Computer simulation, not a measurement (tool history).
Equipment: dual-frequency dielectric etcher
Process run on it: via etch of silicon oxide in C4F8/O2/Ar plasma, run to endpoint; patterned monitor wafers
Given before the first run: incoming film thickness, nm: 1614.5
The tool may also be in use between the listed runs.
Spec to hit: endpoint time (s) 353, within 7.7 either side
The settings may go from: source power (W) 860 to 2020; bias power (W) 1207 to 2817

Run 1, day 0: source power (W) 1440, bias power (W) 2012. Result: endpoint time (s) 316.77.
Run 2, day 0.258: source power (W) 1400, bias power (W) 1996. Result: endpoint time (s) 323.03.
Run 3, day 0.408: source power (W) 1370, bias power (W) 1986. Result: endpoint time (s) 327.82.
Run 4, day 0.658: source power (W) 1370, bias power (W) 2134. Result: endpoint time (s) 313.44.
Run 5, day 0.796: source power (W) 1330, bias power (W) 2122. Result: endpoint time (s) 321.98.
Run 6, day 0.983: source power (W) 1480, bias power (W) 2122. Result: endpoint time (s) 305.51.
Run 7, day 1.233: source power (W) 1430, bias power (W) 2110. Result: endpoint time (s) 311.31.
Run 8, day 1.55: source power (W) 1390, bias power (W) 2100. Result: endpoint time (s) 314.77.
Run 9, day 1.917: source power (W) 1350, bias power (W) 2090. Result: endpoint time (s) 319.78.
Run 10, day 2.033: source power (W) 1350, bias power (W) 2090. Result: endpoint time (s) 321.6.
Run 11, day 2.396: source power (W) 1320, bias power (W) 2083. Result: endpoint time (s) 323.42.
Run 12, day 2.458: source power (W) 1290, bias power (W) 2074. Result: endpoint time (s) 326.15.
Run 13, day 2.562: source power (W) 1260, bias power (W) 2065. Result: endpoint time (s) 330.84.
Run 14, day 2.842: source power (W) 1240, bias power (W) 2059. Result: endpoint time (s) 334.25.
Run 15, day 3.154: source power (W) 1220, bias power (W) 2054. Result: endpoint time (s) 334.23.
Run 16, day 3.283: source power (W) 1200, bias power (W) 2048. Result: endpoint time (s) 339.59.

Consider the 5 candidate settings below. Which is the only one whose results all fall within their allowed miss of target?
Run A, day 3.412: source power (W) 1610, bias power (W) 1656. Result: endpoint time (s) ?.
Run B, day 3.412: source power (W) 1110, bias power (W) 2274. Result: endpoint time (s) ?.
Run C, day 3.412: source power (W) 1170, bias power (W) 1727. Result: endpoint time (s) ?.
Run D, day 3.412: source power (W) 1380, bias power (W) 1664. Result: endpoint time (s) ?.
Run E, day 3.412: source power (W) 1190, bias power (W) 2290. Result: endpoint time (s) ?.

move  endpoint time (s)
   A             333.28
   B             331.28
   C             368.73
   D             352.68
   E                322
A: further off than the last run
B: further off than the last run
C: carries the result that was furthest off beyond its target, to the other side
D: every result lands within tolerance
E: further off than the last run
Correct choice: D, which meets every target
